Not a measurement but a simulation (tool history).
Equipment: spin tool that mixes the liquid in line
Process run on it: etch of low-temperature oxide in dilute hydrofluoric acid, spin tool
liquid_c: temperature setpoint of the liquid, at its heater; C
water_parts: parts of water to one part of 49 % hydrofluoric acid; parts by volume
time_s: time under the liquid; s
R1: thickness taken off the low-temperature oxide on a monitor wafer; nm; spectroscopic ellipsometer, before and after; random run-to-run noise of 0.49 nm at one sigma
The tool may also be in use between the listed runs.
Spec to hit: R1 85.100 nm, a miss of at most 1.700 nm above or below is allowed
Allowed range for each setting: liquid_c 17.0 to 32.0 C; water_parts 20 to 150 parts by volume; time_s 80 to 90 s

{"run": 1, "day": 0.0, "liquid_c": 24.0, "water_parts": 85, "time_s": 80, "R1": 31.358}
{"run": 2, "day": 0.292, "liquid_c": 26.5, "water_parts": 70, "time_s": 80, "R1": 42.695}
{"run": 3, "day": 0.496, "liquid_c": 29.0, "water_parts": 70, "time_s": 80, "R1": 46.715}
{"run": 4, "day": 0.629, "liquid_c": 30.0, "water_parts": 60, "time_s": 80, "R1": 57.731}
{"run": 5, "day": 0.704, "liquid_c": 30.0, "water_parts": 60, "time_s": 90, "R1": 64.861}
{"run": 6, "day": 0.821, "liquid_c": 30.5, "water_parts": 55, "time_s": 90, "R1": 72.682}
{"run": 7, "day": 0.925, "liquid_c": 31.0, "water_parts": 55, "time_s": 90, "R1": 74.049}
{"run": 8, "day": 1.075, "liquid_c": 31.5, "water_parts": 55, "time_s": 90, "R1": 75.068}

4 candidate next runs follow, results not yet known. Just one meets every target within its allowed miss. Identify it.
{"run": "A", "day": 1.225, "liquid_c": 31.0, "water_parts": 50, "time_s": 90, "R1": "?"}
{"run": "B", "day": 1.225, "liquid_c": 32.0, "water_parts": 50, "time_s": 85, "R1": "?"}
{"run": "C", "day": 1.225, "liquid_c": 32.0, "water_parts": 50, "time_s": 90, "R1": "?"}
{"run": "D", "day": 1.225, "liquid_c": 30.5, "water_parts": 50, "time_s": 90, "R1": "?"}

move=A R1=82.894
move=B R1=81.383
move=C R1=86.171
move=D R1=81.293
A: gains on the last run, yet a result remains outside its allowed miss
B: gains on the last run, yet a result remains outside its allowed miss
C: meets every target
D: gains on the last run, yet a result remains outside its allowed miss
The move that meets every target is C.

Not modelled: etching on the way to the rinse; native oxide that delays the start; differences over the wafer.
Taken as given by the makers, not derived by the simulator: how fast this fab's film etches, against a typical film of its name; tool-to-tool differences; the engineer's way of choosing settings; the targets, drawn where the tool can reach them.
